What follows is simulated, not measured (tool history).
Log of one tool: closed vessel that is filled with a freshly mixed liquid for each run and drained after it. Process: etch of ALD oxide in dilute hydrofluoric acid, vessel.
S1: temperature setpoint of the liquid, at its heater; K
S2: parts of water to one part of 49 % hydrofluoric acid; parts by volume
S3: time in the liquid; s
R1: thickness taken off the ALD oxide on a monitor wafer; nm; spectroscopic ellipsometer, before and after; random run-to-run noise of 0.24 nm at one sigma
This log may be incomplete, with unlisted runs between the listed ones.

run,day,S1,S2,S3,R1
1,0.000,294.15,195,430,17.594
2,0.229,295.15,180,430,20.188
3,0.412,293.15,180,430,18.646
4,0.592,293.15,180,305,13.214
5,0.642,294.15,165,305,15.291
6,0.883,294.15,165,305,15.379

Estimate the outcome of run 7 from the log above:
7,1.017,298.15,85,345,?

{"run 7": {"R1": 42.941}}

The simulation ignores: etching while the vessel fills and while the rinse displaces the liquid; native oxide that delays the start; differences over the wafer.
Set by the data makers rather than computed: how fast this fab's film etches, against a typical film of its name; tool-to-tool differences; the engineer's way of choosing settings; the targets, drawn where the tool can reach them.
